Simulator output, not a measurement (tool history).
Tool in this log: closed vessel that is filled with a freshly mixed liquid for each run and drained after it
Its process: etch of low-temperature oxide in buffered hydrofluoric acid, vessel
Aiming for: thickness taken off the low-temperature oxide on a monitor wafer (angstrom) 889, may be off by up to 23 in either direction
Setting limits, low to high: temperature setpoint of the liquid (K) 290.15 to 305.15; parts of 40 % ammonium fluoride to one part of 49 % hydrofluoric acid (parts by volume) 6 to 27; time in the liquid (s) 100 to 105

run  hour  temperature setpoint of the liquid (K)  parts of 40 % ammonium fluoride to one part of 49 % hydrofluoric acid (parts by volume)  time in the liquid (s)  thickness taken off the low-temperature oxide on a monitor wafer (angstrom)
  1     0                                  297.15                                                                                     16.5                     100                                                                       1435.8
  2   7.5                                  294.65                                                                                       17                     100                                                                       1203.7
  3  13.9                                  292.65                                                                                       17                     100                                                                         1074
  4  15.7                                  292.65                                                                                       17                     105                                                                       1142.6
  5  20.7                                  292.65                                                                                       17                     100                                                                         1066
  6  26.5                                  292.65                                                                                       17                     100                                                                       1075.7
  7  35.2                                  291.65                                                                                     17.5                     100                                                                       990.01
  8  35.8                                  291.15                                                                                     17.5                     100                                                                       957.16
  9  43.4                                  290.65                                                                                     17.5                     100                                                                       928.92

4 candidate next runs follow, results not yet known. Just one meets every target within its allowed miss. Identify it.
  A    51                                  290.15                                                                                       18                     100                                                                            ?
  B    51                                  290.65                                                                                     16.5                     100                                                                            ?
  C    51                                  291.15                                                                                     18.5                     105                                                                            ?
  D    51                                  290.15                                                                                       17                     105                                                                            ?

move  thickness taken off the low-temperature oxide on a monitor wafer (angstrom)
   A                                                                       891.71
   B                                                                       999.85
   C                                                                       964.79
   D                                                                       990.66
A: all results in spec
B: its largest miss is bigger than the last run's
C: its largest miss is bigger than the last run's
D: its largest miss is bigger than the last run's
A is the move that brings every result within its allowed miss.

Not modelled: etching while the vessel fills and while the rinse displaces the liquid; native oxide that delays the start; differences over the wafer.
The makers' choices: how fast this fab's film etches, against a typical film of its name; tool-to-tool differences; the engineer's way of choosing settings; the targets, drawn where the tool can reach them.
